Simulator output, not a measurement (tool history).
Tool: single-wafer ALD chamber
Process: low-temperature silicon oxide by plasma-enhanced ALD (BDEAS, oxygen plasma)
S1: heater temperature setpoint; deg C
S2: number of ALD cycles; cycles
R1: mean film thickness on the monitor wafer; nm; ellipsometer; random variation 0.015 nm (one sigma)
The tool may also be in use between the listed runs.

{"run": 1, "day": 0.0, "S1": 110, "S2": 32, "R1": 4.7703}
{"run": 2, "day": 0.038, "S1": 116, "S2": 32, "R1": 4.6937}
{"run": 3, "day": 0.129, "S1": 116, "S2": 29, "R1": 4.2597}
{"run": 4, "day": 0.242, "S1": 116, "S2": 32, "R1": 4.6808}
{"run": 5, "day": 0.271, "S1": 116, "S2": 36, "R1": 5.2425}
{"run": 6, "day": 0.596, "S1": 119, "S2": 34, "R1": 4.953}
{"run": 7, "day": 0.854, "S1": 120, "S2": 32, "R1": 4.6416}
{"run": 8, "day": 1.05, "S1": 121, "S2": 31, "R1": 4.4927}

Forecast run 9:
{"run": 9, "day": 1.208, "S1": 122, "S2": 30, "R1": "?"}

R1: 4.3465 nm
